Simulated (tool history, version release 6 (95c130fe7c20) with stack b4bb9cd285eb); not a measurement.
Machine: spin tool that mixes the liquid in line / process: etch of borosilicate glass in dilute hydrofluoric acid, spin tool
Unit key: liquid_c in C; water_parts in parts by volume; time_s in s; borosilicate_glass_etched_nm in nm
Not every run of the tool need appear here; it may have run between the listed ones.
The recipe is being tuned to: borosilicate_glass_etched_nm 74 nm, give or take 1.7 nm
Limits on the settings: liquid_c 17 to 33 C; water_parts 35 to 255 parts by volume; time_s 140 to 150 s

run 1 day=0 | liquid_c=25 water_parts=145 time_s=140 | borosilicate_glass_etched_nm=29.987
run 2 day=0.292 | liquid_c=26 water_parts=135 time_s=140 | borosilicate_glass_etched_nm=33.943
run 3 day=0.542 | liquid_c=27 water_parts=125 time_s=140 | borosilicate_glass_etched_nm=38.535
run 4 day=0.754 | liquid_c=27 water_parts=165 time_s=140 | borosilicate_glass_etched_nm=27.85
run 5 day=0.821 | liquid_c=27 water_parts=135 time_s=140 | borosilicate_glass_etched_nm=35.063
run 6 day=0.95 | liquid_c=28 water_parts=125 time_s=140 | borosilicate_glass_etched_nm=40.065
run 7 day=1.246 | liquid_c=28.5 water_parts=120 time_s=140 | borosilicate_glass_etched_nm=42.612
run 8 day=1.412 | liquid_c=29 water_parts=115 time_s=140 | borosilicate_glass_etched_nm=45.615
run 9 day=1.704 | liquid_c=29.5 water_parts=110 time_s=140 | borosilicate_glass_etched_nm=49.153
run 10 day=1.871 | liquid_c=30 water_parts=105 time_s=140 | borosilicate_glass_etched_nm=52.333
run 11 day=2.092 | liquid_c=30.5 water_parts=100 time_s=140 | borosilicate_glass_etched_nm=56.599
run 12 day=2.3 | liquid_c=31 water_parts=95 time_s=140 | borosilicate_glass_etched_nm=61.113
run 13 day=2.475 | liquid_c=31.5 water_parts=95 time_s=140 | borosilicate_glass_etched_nm=62.753
run 14 day=2.833 | liquid_c=32.5 water_parts=90 time_s=140 | borosilicate_glass_etched_nm=69.327

Pick the move, out of 4, that brings all results within their allowed miss; only one does.
run A day=3.192 | liquid_c=32 water_parts=85 time_s=150 | borosilicate_glass_etched_nm=?
run B day=3.192 | liquid_c=32.5 water_parts=85 time_s=150 | borosilicate_glass_etched_nm=?
run C day=3.192 | liquid_c=31 water_parts=80 time_s=140 | borosilicate_glass_etched_nm=?
run D day=3.192 | liquid_c=33 water_parts=85 time_s=145 | borosilicate_glass_etched_nm=?

move=A borosilicate_glass_etched_nm=77.287
move=B borosilicate_glass_etched_nm=78.739
move=C borosilicate_glass_etched_nm=74.375
move=D borosilicate_glass_etched_nm=77.539
A: takes the result that was furthest off past its target
B: takes the result that was furthest off past its target
C: all results land within tolerance of their targets
D: takes the result that was furthest off past its target
C is the move that brings every result within its allowed miss.
